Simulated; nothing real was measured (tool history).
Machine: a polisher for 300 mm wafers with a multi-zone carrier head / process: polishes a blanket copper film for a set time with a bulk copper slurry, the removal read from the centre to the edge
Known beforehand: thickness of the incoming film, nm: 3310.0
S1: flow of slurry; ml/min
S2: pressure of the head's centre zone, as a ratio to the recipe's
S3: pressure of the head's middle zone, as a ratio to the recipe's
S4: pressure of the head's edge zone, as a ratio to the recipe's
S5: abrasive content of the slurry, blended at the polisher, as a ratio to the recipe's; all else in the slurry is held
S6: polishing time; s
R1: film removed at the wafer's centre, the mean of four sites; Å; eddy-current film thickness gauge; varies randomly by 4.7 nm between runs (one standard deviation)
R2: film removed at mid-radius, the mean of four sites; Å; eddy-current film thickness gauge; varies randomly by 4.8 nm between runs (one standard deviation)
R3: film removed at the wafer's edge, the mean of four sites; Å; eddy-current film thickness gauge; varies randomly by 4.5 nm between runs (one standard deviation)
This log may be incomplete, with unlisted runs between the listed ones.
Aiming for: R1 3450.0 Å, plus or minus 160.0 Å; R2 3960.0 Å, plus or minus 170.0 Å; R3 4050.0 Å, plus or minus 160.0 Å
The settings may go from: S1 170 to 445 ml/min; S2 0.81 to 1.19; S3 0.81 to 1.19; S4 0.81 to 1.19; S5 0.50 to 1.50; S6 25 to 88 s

run,hour,S1,S2,S3,S4,S5,S6,R1,R2,R3
1,0.0,285,1.00,1.00,1.00,1.00,56,2717.3,3222.8,3072.5
2,3.8,285,1.00,0.93,1.00,1.00,56,2699.6,3049.7,3083.7
3,5.7,285,1.00,0.93,1.00,1.00,45,2158.1,2458.4,2423.8
4,8.8,320,1.00,0.93,1.00,1.00,45,2208.2,2490.9,2436.9
5,10.7,320,1.00,0.93,1.05,1.00,45,2215.8,2464.7,2522.5
6,17.2,320,1.00,0.93,1.08,1.00,45,2185.6,2423.2,2562.4
7,17.8,320,1.01,0.95,1.08,1.10,48,2392.5,2688.4,2800.6
8,20.7,325,1.07,1.02,1.14,1.35,62,3322.9,3773.5,3727.8
9,29.1,325,1.07,1.02,1.15,1.35,62,3360.5,3719.6,3817.8
# hour 34.8: centre zone pressure recalibrated
10,34.8,325,1.06,1.03,1.16,1.40,63,3863.4,3910.9,3951.7
11,39.0,325,1.08,1.03,1.16,1.40,64,3900.7,3931.9,3922.8
12,42.6,305,0.98,1.05,1.19,1.25,63,3482.3,3766.1,3839.5

Below are 4 possible settings for the next run. Only one of them brings all results inside the allowed miss of their targets. Which is it?
A,46.2,315,1.03,1.15,1.15,1.45,59,?,?,?
B,46.2,435,0.99,1.19,1.03,1.05,61,?,?,?
C,46.2,305,1.00,0.93,1.19,1.20,65,?,?,?
D,46.2,405,0.91,1.02,1.19,1.20,65,?,?,?

move,R1,R2,R3
A,3522.7,3861.5,3667.1
B,3430.2,3994.4,3484.9
C,3646.2,3597.3,3998.1
D,3399.7,3900.3,4063.1
A: moves away from the targets compared with the last run
B: moves away from the targets compared with the last run
C: meets the target for the result that was furthest off, but another lies outside its allowed miss
D: in spec on every target
Answer: D
